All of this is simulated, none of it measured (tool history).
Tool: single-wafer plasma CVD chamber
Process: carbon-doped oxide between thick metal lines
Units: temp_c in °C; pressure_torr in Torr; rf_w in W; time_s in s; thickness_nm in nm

| run | hour | temp_c | pressure_torr | rf_w | time_s | thickness_nm |
|---|---|---|---|---|---|---|
| 1 | 0 | 355 | 5.26 | 390 | 95.5 | 437.43 |
| 2 | 4 | 355 | 5.26 | 390 | 95.5 | 437.62 |
| 3 | 4.9 | 354 | 5.44 | 410 | 95.8 | 458.34 |
| 4 | 8.3 | 354 | 5.44 | 370 | 95.8 | 423.61 |
| 5 | 12.1 | 354 | 4.89 | 370 | 95.8 | 416.7 |
| 6 | 16.2 | 360 | 4.89 | 370 | 95.8 | 409.85 |
| 7 | 22.7 | 360 | 4.89 | 370 | 95.8 | 408.98 |
| 8 | 24.1 | 358 | 5.24 | 390 | 96.2 | 435.39 |
| 9 | 32.3 | 356 | 5.52 | 405 | 96.4 | 455.79 |

Run 10 comes next. What will it give?
| 10 | 38.2 | 354 | 5.73 | 415 | 96.5 | ? |

{"run 10": {"thickness_nm": 470.32}}
